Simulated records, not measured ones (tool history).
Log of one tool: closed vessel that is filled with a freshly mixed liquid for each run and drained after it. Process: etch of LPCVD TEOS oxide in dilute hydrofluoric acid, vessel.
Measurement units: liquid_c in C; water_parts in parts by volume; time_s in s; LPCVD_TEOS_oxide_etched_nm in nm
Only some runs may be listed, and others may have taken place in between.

Run 1, hour 0: liquid_c 26 C, water_parts 105 parts by volume, time_s 105 s. Result: LPCVD_TEOS_oxide_etched_nm 36.409 nm.
Run 2, hour 0.9: liquid_c 28.5 C, water_parts 105 parts by volume, time_s 105 s. Result: LPCVD_TEOS_oxide_etched_nm 40.706 nm.
Run 3, hour 7.6: liquid_c 26.5 C, water_parts 110 parts by volume, time_s 105 s. Result: LPCVD_TEOS_oxide_etched_nm 34.771 nm.
Run 4, hour 14.6: liquid_c 25 C, water_parts 115 parts by volume, time_s 105 s. Result: LPCVD_TEOS_oxide_etched_nm 31.806 nm.
Run 5, hour 17.1: liquid_c 24 C, water_parts 120 parts by volume, time_s 105 s. Result: LPCVD_TEOS_oxide_etched_nm 28.577 nm.
Run 6, hour 21.4: liquid_c 23 C, water_parts 125 parts by volume, time_s 105 s. Result: LPCVD_TEOS_oxide_etched_nm 26.77 nm.
Run 7, hour 28.9: liquid_c 22 C, water_parts 130 parts by volume, time_s 105 s. Result: LPCVD_TEOS_oxide_etched_nm 24.602 nm.

Run 8 comes next. What will it give?
Run 8, hour 37.8: liquid_c 21.5 C, water_parts 135 parts by volume, time_s 105 s. Result: LPCVD_TEOS_oxide_etched_nm ?.

{"run 8": {"LPCVD_TEOS_oxide_etched_nm": 22.873}}
